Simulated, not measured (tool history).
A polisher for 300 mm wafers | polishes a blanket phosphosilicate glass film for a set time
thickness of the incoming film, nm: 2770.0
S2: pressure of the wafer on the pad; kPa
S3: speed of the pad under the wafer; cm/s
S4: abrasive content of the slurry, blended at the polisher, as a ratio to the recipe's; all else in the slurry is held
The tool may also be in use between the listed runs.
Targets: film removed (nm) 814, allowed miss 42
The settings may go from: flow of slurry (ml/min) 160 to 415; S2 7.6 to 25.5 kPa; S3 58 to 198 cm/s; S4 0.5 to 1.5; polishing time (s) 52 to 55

Run 1, day 0: flow of slurry (ml/min) 265, S2 16.5 kPa, S3 128 cm/s, S4 1, polishing time (s) 52. Result: film removed (nm) 484.26.
Run 2, day 0.046: flow of slurry (ml/min) 265, S2 17.9 kPa, S3 130 cm/s, S4 1, polishing time (s) 52. Result: film removed (nm) 516.59.
Run 3, day 0.108: flow of slurry (ml/min) 265, S2 19.3 kPa, S3 130 cm/s, S4 1, polishing time (s) 52. Result: film removed (nm) 553.59.
Run 4, day 0.392: flow of slurry (ml/min) 265, S2 19.3 kPa, S3 130 cm/s, S4 0.85, polishing time (s) 52. Result: film removed (nm) 517.11.
Run 5, day 0.521: flow of slurry (ml/min) 265, S2 20 kPa, S3 134 cm/s, S4 0.85, polishing time (s) 52. Result: film removed (nm) 562.06.
Run 6, day 0.562: flow of slurry (ml/min) 265, S2 20.7 kPa, S3 136 cm/s, S4 0.85, polishing time (s) 52. Result: film removed (nm) 573.41.
Run 7, day 0.871: flow of slurry (ml/min) 265, S2 21.4 kPa, S3 140 cm/s, S4 0.85, polishing time (s) 52. Result: film removed (nm) 610.42.
Run 8, day 1.017: flow of slurry (ml/min) 265, S2 22.1 kPa, S3 142 cm/s, S4 0.85, polishing time (s) 52. Result: film removed (nm) 623.68.

Which of these 5 next moves meets every target?
Run A, day 1.162: flow of slurry (ml/min) 220, S2 20 kPa, S3 124 cm/s, S4 0.85, polishing time (s) 52. Result: film removed (nm) ?.
Run B, day 1.162: flow of slurry (ml/min) 210, S2 19.3 kPa, S3 130 cm/s, S4 0.75, polishing time (s) 52. Result: film removed (nm) ?.
Run C, day 1.162: flow of slurry (ml/min) 290, S2 22.8 kPa, S3 162 cm/s, S4 0.9, polishing time (s) 52. Result: film removed (nm) ?.
Run D, day 1.162: flow of slurry (ml/min) 270, S2 22.1 kPa, S3 158 cm/s, S4 1.05, polishing time (s) 55. Result: film removed (nm) ?.
Run E, day 1.162: flow of slurry (ml/min) 285, S2 24.1 kPa, S3 174 cm/s, S4 0.9, polishing time (s) 55. Result: film removed (nm) ?.

move  film removed (nm)
   A             515.73
   B             486.04
   C             763.08
   D             815.08
   E             901.46
A: further off than the last run
B: further off than the last run
C: nearer than the last run, and not there yet
D: meets every target
E: takes the result that was furthest off past its target
Move D is the one to make.
